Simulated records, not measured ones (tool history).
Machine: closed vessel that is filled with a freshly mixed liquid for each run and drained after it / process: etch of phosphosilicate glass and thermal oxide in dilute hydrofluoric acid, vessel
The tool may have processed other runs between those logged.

| run | hour | temperature setpoint of the liquid (C) | parts of water to one part of 49 % hydrofluoric acid (parts by volume) | time in the liquid (s) | thickness taken off the phosphosilicate glass on a monitor wafer (Å) | thickness taken off the thermal oxide on a monitor wafer (Å) |
|---|---|---|---|---|---|---|
| 1 | 0.0 | 20.0 | 235 | 90 | 360.79 | 12.8780 |
| 2 | 3.5 | 23.0 | 235 | 90 | 405.98 | 14.3780 |
| 3 | 11.3 | 21.5 | 245 | 90 | 363.83 | 13.0500 |
| 4 | 12.2 | 18.5 | 245 | 90 | 321.99 | 11.3360 |
| 5 | 19.5 | 18.5 | 245 | 75 | 271.88 | 9.8595 |
| 6 | 28.0 | 18.5 | 275 | 75 | 236.72 | 8.3265 |
| 7 | 31.1 | 19.5 | 275 | 75 | 240.34 | 8.6299 |
| 8 | 34.1 | 20.0 | 275 | 75 | 250.20 | 8.8103 |

For run 9, what comes out?
| 9 | 41.8 | 20.5 | 275 | 75 | ? | ? |

Run 9 yielded thickness taken off the phosphosilicate glass on a monitor wafer (Å) 251.82, thickness taken off the thermal oxide on a monitor wafer (Å) 9.1796.

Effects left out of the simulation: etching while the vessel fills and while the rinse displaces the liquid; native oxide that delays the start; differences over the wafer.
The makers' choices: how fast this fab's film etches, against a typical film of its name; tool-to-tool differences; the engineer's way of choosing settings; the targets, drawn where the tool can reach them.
